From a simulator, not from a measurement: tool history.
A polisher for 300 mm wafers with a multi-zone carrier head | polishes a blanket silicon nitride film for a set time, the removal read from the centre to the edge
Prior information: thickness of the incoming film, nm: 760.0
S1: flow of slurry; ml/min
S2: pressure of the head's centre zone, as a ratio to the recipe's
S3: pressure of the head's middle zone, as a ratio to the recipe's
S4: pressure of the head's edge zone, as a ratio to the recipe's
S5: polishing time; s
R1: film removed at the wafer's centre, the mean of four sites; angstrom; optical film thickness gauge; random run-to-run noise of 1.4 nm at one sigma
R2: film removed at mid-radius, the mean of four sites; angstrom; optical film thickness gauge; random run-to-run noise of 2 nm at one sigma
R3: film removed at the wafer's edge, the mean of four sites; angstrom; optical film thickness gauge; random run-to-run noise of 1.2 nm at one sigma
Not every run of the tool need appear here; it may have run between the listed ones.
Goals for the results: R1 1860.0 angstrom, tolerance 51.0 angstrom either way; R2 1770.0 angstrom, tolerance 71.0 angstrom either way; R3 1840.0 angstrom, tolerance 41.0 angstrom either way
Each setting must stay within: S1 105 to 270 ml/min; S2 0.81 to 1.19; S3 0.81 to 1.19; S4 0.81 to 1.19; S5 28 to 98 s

run,hour,S1,S2,S3,S4,S5,R1,R2,R3
1,0.0,175,1.00,1.00,1.00,63,1324.5,1304.5,1324.3
2,4.5,185,1.02,1.02,1.05,67,1438.5,1439.1,1445.6
3,8.7,185,1.02,1.07,1.05,67,1410.2,1441.7,1452.4
4,13.4,185,1.02,1.07,1.05,75,1587.6,1671.9,1620.4
5,15.8,185,1.02,1.07,0.98,75,1599.9,1642.2,1550.0
6,18.5,185,0.96,1.07,0.98,75,1488.9,1645.5,1563.2
7,19.5,185,0.96,1.07,0.98,75,1492.4,1613.4,1562.9
8,27.6,200,0.99,1.04,1.03,76,1591.9,1645.9,1629.9
9,29.6,200,0.99,1.04,1.03,76,1605.8,1676.3,1630.3
10,37.9,205,1.01,1.02,1.07,77,1658.4,1623.2,1687.9
11,39.5,205,1.01,1.02,1.07,77,1636.2,1653.9,1672.5
12,44.8,205,1.03,1.02,1.10,78,1710.8,1663.1,1723.6
13,52.5,210,1.04,1.03,1.12,79,1767.3,1679.5,1781.0
14,54.4,215,1.05,1.05,1.12,79,1776.2,1715.3,1764.4
15,59.0,215,1.06,1.06,1.13,79,1793.9,1751.7,1787.5
16,66.5,215,1.06,1.06,1.13,79,1763.9,1750.7,1778.6
17,71.8,215,1.07,1.06,1.14,79,1786.3,1732.3,1798.2

5 next moves are on the table. One of them brings every result within its allowed miss. Which?
A,77.1,220,0.99,1.00,1.19,83,?,?,?
B,77.1,260,1.07,1.07,1.10,77,?,?,?
C,77.1,180,1.07,0.99,1.19,80,?,?,?
D,77.1,220,1.02,1.11,1.16,79,?,?,?
E,77.1,235,1.02,0.98,1.03,85,?,?,?

move,R1,R2,R3
A,1770.4,1752.0,1944.0
B,1813.9,1752.9,1754.4
C,1794.2,1632.4,1839.4
D,1737.9,1822.3,1823.1
E,1884.0,1777.4,1861.1
A: its largest miss is bigger than the last run's
B: corrects the largest miss of the last run, while another result sits out of spec
C: its largest miss is bigger than the last run's
D: its largest miss is bigger than the last run's
E: all results in spec
Move E is the one to make.
